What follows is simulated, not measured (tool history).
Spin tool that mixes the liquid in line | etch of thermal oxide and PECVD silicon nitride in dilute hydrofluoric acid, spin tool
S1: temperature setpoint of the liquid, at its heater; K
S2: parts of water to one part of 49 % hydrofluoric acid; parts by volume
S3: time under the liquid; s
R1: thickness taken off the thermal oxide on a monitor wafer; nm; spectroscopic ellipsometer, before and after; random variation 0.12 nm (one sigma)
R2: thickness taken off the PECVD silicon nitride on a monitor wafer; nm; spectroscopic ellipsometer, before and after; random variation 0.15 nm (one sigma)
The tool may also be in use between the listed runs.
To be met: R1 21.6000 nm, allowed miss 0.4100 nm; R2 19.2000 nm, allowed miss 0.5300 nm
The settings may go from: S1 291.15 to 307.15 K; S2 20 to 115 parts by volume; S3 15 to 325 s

run    day      S1  S2   S3       R1       R2
  1  0.000  299.15  65  165  12.9190   9.5812
  2  0.079  302.15  65  165  14.5730  11.7530
  3  0.346  300.65  65  165  13.7200  10.6040
  4  0.675  300.65  65   95   7.9435   6.1060
  5  0.758  302.15  55   95  10.0090   8.0444
  6  0.900  302.15  55   25   2.6461   2.1037
  7  1.254  303.15  50   45   5.4954   4.4228
  8  1.375  304.15  45   50   7.1349   5.8317
  9  1.446  304.65  40   55   9.0766   7.4492
 10  1.817  305.15  35   60  11.6150   9.4791
 11  1.888  305.65  30   60  14.0380  11.5250
 12  2.225  305.65  30   60  14.1060  11.4130
 13  2.450  306.15  30   60  14.2000  11.8710
 14  2.483  306.65  25   65  19.0350  15.7970
 15  2.612  307.15  25   65  19.3290  16.5420
 16  2.725  307.15  20   70  26.4260  21.6000

Which of these 4 next moves meets every target?
  A  2.838  307.15  40  120   ?   ?
  B  2.838  306.65  30   90   ?   ?
  C  2.838  305.65  20   65   ?   ?
  D  2.838  307.15  25   70   ?   ?

move       R1       R2
   A  21.7470  19.1250
   B  21.7020  18.4440
   C  22.9990  18.5060
   D  20.8370  17.6900
A: meets every target
B: brings the result that was furthest off to its target, and leaves another outside
C: nearer than the last run, and not there yet
D: takes the result that was furthest off past its target
Move A is the one to make.
